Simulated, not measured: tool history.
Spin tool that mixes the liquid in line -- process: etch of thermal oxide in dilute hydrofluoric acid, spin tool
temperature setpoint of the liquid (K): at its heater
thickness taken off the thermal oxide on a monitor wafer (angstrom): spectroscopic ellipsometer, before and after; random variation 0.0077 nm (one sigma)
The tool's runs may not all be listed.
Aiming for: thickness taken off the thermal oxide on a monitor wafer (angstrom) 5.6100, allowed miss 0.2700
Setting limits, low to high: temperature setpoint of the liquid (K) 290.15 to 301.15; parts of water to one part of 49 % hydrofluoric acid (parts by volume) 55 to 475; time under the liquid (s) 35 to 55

| run | hour | temperature setpoint of the liquid (K) | parts of water to one part of 49 % hydrofluoric acid (parts by volume) | time under the liquid (s) | thickness taken off the thermal oxide on a monitor wafer (angstrom) |
|---|---|---|---|---|---|
| 1 | 0.0 | 293.15 | 265 | 55 | 7.2359 |
| 2 | 3.2 | 293.15 | 265 | 55 | 7.1041 |
| 3 | 7.5 | 292.65 | 275 | 55 | 6.7563 |
| 4 | 8.6 | 292.15 | 280 | 55 | 6.6283 |
| 5 | 17.2 | 292.15 | 290 | 55 | 6.3265 |
| 6 | 18.6 | 292.15 | 290 | 55 | 6.1127 |
| 7 | 25.9 | 291.65 | 290 | 55 | 5.9997 |
| 8 | 33.2 | 291.15 | 290 | 55 | 6.0620 |

Consider the 4 candidate settings below. Which is the only one whose results all fall within their allowed miss of target?
| A | 40.5 | 290.65 | 280 | 55 | ? |
| B | 40.5 | 290.15 | 290 | 55 | ? |
| C | 40.5 | 291.65 | 270 | 55 | ? |
| D | 40.5 | 293.15 | 190 | 35 | ? |

| move | thickness taken off the thermal oxide on a monitor wafer (angstrom) |
|---|---|
| A | 6.2043 |
| B | 5.8277 |
| C | 6.7412 |
| D | 6.9589 |
A: moves away from the targets compared with the last run
B: every result within its allowed miss
C: moves away from the targets compared with the last run
D: moves away from the targets compared with the last run
The right move is B.
